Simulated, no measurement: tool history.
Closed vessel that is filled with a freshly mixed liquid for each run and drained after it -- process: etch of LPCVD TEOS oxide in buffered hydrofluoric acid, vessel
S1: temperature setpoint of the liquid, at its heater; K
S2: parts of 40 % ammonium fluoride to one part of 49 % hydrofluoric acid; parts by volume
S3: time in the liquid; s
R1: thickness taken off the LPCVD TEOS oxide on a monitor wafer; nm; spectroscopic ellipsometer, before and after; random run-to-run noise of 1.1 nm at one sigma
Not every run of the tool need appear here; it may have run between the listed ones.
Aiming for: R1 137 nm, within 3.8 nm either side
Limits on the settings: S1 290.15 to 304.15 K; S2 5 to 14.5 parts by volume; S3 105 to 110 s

run 1 hour=0 | S1=296.15 S2=9 S3=105 | R1=174.68
run 2 hour=6.4 | S1=294.15 S2=9 S3=105 | R1=157.57
run 3 hour=15.2 | S1=292.65 S2=9 S3=105 | R1=143.33
run 4 hour=18.7 | S1=292.65 S2=9 S3=110 | R1=150.97
run 5 hour=23.8 | S1=292.15 S2=9 S3=110 | R1=144.42
run 6 hour=31.5 | S1=294.65 S2=9 S3=110 | R1=164.22
-- hour=39.4 hydrofluoric acid flow meter replaced
run 7 hour=39.4 | S1=293.65 S2=9 S3=110 | R1=168.9
run 8 hour=41 | S1=293.15 S2=9 S3=110 | R1=164.39

Exercise: of the 5 proposed moves below, exactly one satisfies all targets within the stated allowed misses. Which move is it?
run A hour=42.6 | S1=297.15 S2=10 S3=105 | R1=?
run B hour=42.6 | S1=294.15 S2=7.5 S3=110 | R1=?
run C hour=42.6 | S1=294.15 S2=8.5 S3=105 | R1=?
run D hour=42.6 | S1=292.65 S2=10.5 S3=105 | R1=?
run E hour=42.6 | S1=295.65 S2=8.5 S3=110 | R1=?

move=A R1=183.61
move=B R1=212.33
move=C R1=176.98
move=D R1=136.49
move=E R1=201.45
A: misses by more than the last run did
B: misses by more than the last run did
C: misses by more than the last run did
D: all results land within tolerance of their targets
E: misses by more than the last run did
D is the move that brings every result within its allowed miss.
